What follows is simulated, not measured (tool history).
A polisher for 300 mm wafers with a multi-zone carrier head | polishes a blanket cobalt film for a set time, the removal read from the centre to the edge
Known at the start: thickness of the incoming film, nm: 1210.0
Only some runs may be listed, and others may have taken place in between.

run  hour  flow of slurry (ml/min)  pressure of the head's centre zone  pressure of the head's middle zone  pressure of the head's edge zone  polishing time (s)  film removed at the wafer's centre (angstrom)  film removed at mid-radius (angstrom)  film removed at the wafer's edge (angstrom)
  1     0                      225                                   1                                   1                                 1                  67                                         3154.8                                 3176.2                                       3007.1
  2   6.4                      230                                1.02                                0.99                              1.03                  71                                         3336.8                                 3339.7                                       3238.6
  3  10.3                      210                                1.02                                0.99                              1.03                  71                                         3298.7                                 3391.6                                       3168.2
  4  12.7                      235                                1.04                                0.99                              1.04                  74                                         3573.7                                 3515.9                                         3380
  5  15.5                      250                                1.06                                0.98                              1.05                  77                                         3784.2                                 3574.4                                         3619
  6  17.2                      250                                0.99                                0.98                              1.05                  77                                         3578.8                                 3621.8                                       3577.7

Forecast run 7:
  7  24.6                      260                                1.02                                0.98                              1.06                  79                                              ?                                      ?                                            ?

{"run 7": {"film removed at the wafer's centre (angstrom)": 3810.8, "film removed at mid-radius (angstrom)": 3736, "film removed at the wafer's edge (angstrom)": 3685.4}}

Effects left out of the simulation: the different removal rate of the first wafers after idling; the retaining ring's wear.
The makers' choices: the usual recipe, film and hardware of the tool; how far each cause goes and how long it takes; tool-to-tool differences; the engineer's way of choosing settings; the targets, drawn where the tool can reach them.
